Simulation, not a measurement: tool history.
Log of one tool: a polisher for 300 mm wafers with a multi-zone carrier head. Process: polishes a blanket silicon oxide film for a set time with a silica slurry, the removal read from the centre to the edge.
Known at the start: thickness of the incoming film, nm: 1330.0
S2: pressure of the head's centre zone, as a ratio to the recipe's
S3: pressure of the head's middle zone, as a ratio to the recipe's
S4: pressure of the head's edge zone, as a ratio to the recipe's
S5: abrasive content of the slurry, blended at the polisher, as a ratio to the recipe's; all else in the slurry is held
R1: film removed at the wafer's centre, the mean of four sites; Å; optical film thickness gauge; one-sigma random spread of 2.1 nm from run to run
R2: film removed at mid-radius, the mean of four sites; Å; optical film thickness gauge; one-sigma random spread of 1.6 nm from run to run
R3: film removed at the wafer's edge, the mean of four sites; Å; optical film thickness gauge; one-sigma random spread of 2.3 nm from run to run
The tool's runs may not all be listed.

{"run": 1, "day": 0.0, "flow of slurry (ml/min)": 175, "S2": 1.0, "S3": 1.0, "S4": 1.0, "S5": 1.0, "polishing time (s)": 42, "R1": 1913.3, "R2": 1874.9, "R3": 1905.9}
{"run": 2, "day": 0.083, "flow of slurry (ml/min)": 175, "S2": 1.0, "S3": 0.92, "S4": 1.0, "S5": 1.0, "polishing time (s)": 42, "R1": 1913.4, "R2": 1762.9, "R3": 1898.4}
{"run": 3, "day": 0.292, "flow of slurry (ml/min)": 175, "S2": 1.0, "S3": 1.0, "S4": 1.0, "S5": 1.0, "polishing time (s)": 42, "R1": 1905.7, "R2": 1899.8, "R3": 1900.7}
{"run": 4, "day": 0.488, "flow of slurry (ml/min)": 190, "S2": 1.04, "S3": 1.0, "S4": 1.03, "S5": 1.05, "polishing time (s)": 42, "R1": 2075.5, "R2": 1968.9, "R3": 2014.5}
{"run": 5, "day": 0.55, "flow of slurry (ml/min)": 190, "S2": 1.04, "S3": 1.0, "S4": 1.03, "S5": 0.95, "polishing time (s)": 42, "R1": 1980.4, "R2": 1873.8, "R3": 1903.4}
{"run": 6, "day": 0.858, "flow of slurry (ml/min)": 200, "S2": 1.07, "S3": 1.0, "S4": 1.05, "S5": 1.0, "polishing time (s)": 42, "R1": 2087.1, "R2": 1940.9, "R3": 1975.1}
{"run": 7, "day": 1.125, "flow of slurry (ml/min)": 210, "S2": 1.09, "S3": 0.99, "S4": 1.06, "S5": 1.1, "polishing time (s)": 42, "R1": 2234.5, "R2": 2023.8, "R3": 2064.1}
{"run": 8, "day": 1.383, "flow of slurry (ml/min)": 215, "S2": 1.11, "S3": 0.99, "S4": 1.07, "S5": 1.2, "polishing time (s)": 42, "R1": 2394.7, "R2": 2101.2, "R3": 2190.2}
{"run": 9, "day": 1.404, "flow of slurry (ml/min)": 265, "S2": 1.19, "S3": 1.05, "S4": 1.12, "S5": 1.45, "polishing time (s)": 42, "R1": 2877.3, "R2": 2497.3, "R3": 2488.2}
{"run": 10, "day": 1.771, "flow of slurry (ml/min)": 265, "S2": 1.19, "S3": 1.04, "S4": 1.12, "S5": 1.45, "polishing time (s)": 42, "R1": 2874.7, "R2": 2461.7, "R3": 2466.3}
{"run": 11, "day": 1.946, "flow of slurry (ml/min)": 265, "S2": 1.19, "S3": 1.03, "S4": 1.12, "S5": 1.45, "polishing time (s)": 42, "R1": 2855.4, "R2": 2424.8, "R3": 2462.6}
{"run": 12, "day": 2.217, "flow of slurry (ml/min)": 265, "S2": 1.19, "S3": 1.02, "S4": 1.12, "S5": 1.45, "polishing time (s)": 42, "R1": 2843.6, "R2": 2409.8, "R3": 2475.0}
{"run": 13, "day": 2.371, "flow of slurry (ml/min)": 265, "S2": 1.19, "S3": 1.01, "S4": 1.11, "S5": 1.45, "polishing time (s)": 42, "R1": 2851.8, "R2": 2394.6, "R3": 2454.1}
{"run": 14, "day": 2.625, "flow of slurry (ml/min)": 265, "S2": 1.19, "S3": 1.0, "S4": 1.11, "S5": 1.45, "polishing time (s)": 42, "R1": 2860.4, "R2": 2369.4, "R3": 2477.1}

The next listed run, before its measurement:
{"run": 15, "day": 2.808, "flow of slurry (ml/min)": 265, "S2": 1.19, "S3": 1.0, "S4": 1.11, "S5": 1.45, "polishing time (s)": 42, "R1": "?", "R2": "?", "R3": "?"}

R1: 2850.9 Å
R2: 2390.9 Å
R3: 2469.8 Å
